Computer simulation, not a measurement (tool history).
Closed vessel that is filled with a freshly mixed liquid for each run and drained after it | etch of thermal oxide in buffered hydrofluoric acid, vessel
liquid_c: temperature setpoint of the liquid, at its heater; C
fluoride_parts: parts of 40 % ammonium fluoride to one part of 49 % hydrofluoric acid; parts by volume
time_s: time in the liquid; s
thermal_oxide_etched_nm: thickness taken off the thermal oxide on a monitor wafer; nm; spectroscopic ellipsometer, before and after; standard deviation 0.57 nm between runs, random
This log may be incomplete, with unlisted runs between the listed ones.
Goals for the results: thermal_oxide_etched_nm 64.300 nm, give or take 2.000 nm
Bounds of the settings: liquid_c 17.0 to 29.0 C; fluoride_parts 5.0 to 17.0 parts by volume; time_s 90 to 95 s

run	day	liquid_c	fluoride_parts	time_s	thermal_oxide_etched_nm
1	0.000	21.0	10.5	90	77.042
2	0.283	24.5	10.5	90	92.466
3	0.608	23.5	10.5	90	87.846
4	0.950	21.5	10.5	90	78.339
5	1.046	21.0	10.5	90	76.159
# day 1.204: hydrofluoric acid flow meter replaced
6	1.204	21.0	10.5	90	79.623
7	1.571	20.5	10.5	90	78.377
8	1.675	20.0	10.5	90	76.309
9	1.983	20.0	10.5	90	75.095
10	2.088	19.5	10.5	90	73.907
11	2.379	19.0	10.5	90	72.169
12	2.675	18.5	10.5	90	70.390

Pick the move, out of 5, that brings all results within their allowed miss; only one does.
A	2.971	17.0	11.0	90	?
B	2.971	19.0	12.5	90	?
C	2.971	19.5	12.0	90	?
D	2.971	17.0	11.5	90	?
E	2.971	18.0	12.0	90	?

move	thermal_oxide_etched_nm
A	61.275
B	60.576
C	64.846
D	58.671
E	59.578
A: moves the result that the last run missed by most past its target, out the other side
B: moves the result that the last run missed by most past its target, out the other side
C: hits every target within its allowed miss
D: moves the result that the last run missed by most past its target, out the other side
E: moves the result that the last run missed by most past its target, out the other side
Answer: C
